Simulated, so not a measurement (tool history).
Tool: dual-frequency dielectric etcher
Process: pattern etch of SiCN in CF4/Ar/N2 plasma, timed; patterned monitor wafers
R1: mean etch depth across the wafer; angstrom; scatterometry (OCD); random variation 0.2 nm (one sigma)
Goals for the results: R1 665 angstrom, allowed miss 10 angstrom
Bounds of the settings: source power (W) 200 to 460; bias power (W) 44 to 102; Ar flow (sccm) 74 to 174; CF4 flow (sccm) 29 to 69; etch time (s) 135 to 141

{"run": 1, "hour": 0.0, "source power (W)": 330, "bias power (W)": 73, "Ar flow (sccm)": 124, "CF4 flow (sccm)": 49, "etch time (s)": 135, "R1": 798.17}
{"run": 2, "hour": 8.6, "source power (W)": 320, "bias power (W)": 73, "Ar flow (sccm)": 124, "CF4 flow (sccm)": 49, "etch time (s)": 135, "R1": 785.35}
{"run": 3, "hour": 16.3, "source power (W)": 320, "bias power (W)": 73, "Ar flow (sccm)": 141, "CF4 flow (sccm)": 49, "etch time (s)": 135, "R1": 766.27}
{"run": 4, "hour": 21.3, "source power (W)": 310, "bias power (W)": 73, "Ar flow (sccm)": 141, "CF4 flow (sccm)": 49, "etch time (s)": 135, "R1": 750.32}
{"run": 5, "hour": 25.8, "source power (W)": 300, "bias power (W)": 73, "Ar flow (sccm)": 141, "CF4 flow (sccm)": 49, "etch time (s)": 135, "R1": 738.05}
{"run": 6, "hour": 32.4, "source power (W)": 300, "bias power (W)": 60, "Ar flow (sccm)": 141, "CF4 flow (sccm)": 49, "etch time (s)": 135, "R1": 699.07}
{"run": 7, "hour": 39.1, "source power (W)": 300, "bias power (W)": 60, "Ar flow (sccm)": 141, "CF4 flow (sccm)": 49, "etch time (s)": 135, "R1": 694.46}
{"run": 8, "hour": 44.1, "source power (W)": 290, "bias power (W)": 60, "Ar flow (sccm)": 141, "CF4 flow (sccm)": 49, "etch time (s)": 135, "R1": 681.59}

4 candidate next runs follow, results not yet known. Just one meets every target within its allowed miss. Identify it.
{"run": "A", "hour": 49.1, "source power (W)": 290, "bias power (W)": 46, "Ar flow (sccm)": 139, "CF4 flow (sccm)": 45, "etch time (s)": 138.5, "R1": "?"}
{"run": "B", "hour": 49.1, "source power (W)": 260, "bias power (W)": 60, "Ar flow (sccm)": 140, "CF4 flow (sccm)": 55, "etch time (s)": 136.5, "R1": "?"}
{"run": "C", "hour": 49.1, "source power (W)": 210, "bias power (W)": 56, "Ar flow (sccm)": 98, "CF4 flow (sccm)": 54, "etch time (s)": 140, "R1": "?"}
{"run": "D", "hour": 49.1, "source power (W)": 260, "bias power (W)": 60, "Ar flow (sccm)": 147, "CF4 flow (sccm)": 50, "etch time (s)": 135, "R1": "?"}

move=A R1=637.77
move=B R1=666.77
move=C R1=642.24
move=D R1=640.3
A: takes the biggest miss from the last run beyond its target
B: meets every target
C: takes the biggest miss from the last run beyond its target
D: takes the biggest miss from the last run beyond its target
Go with B: it meets all targets.
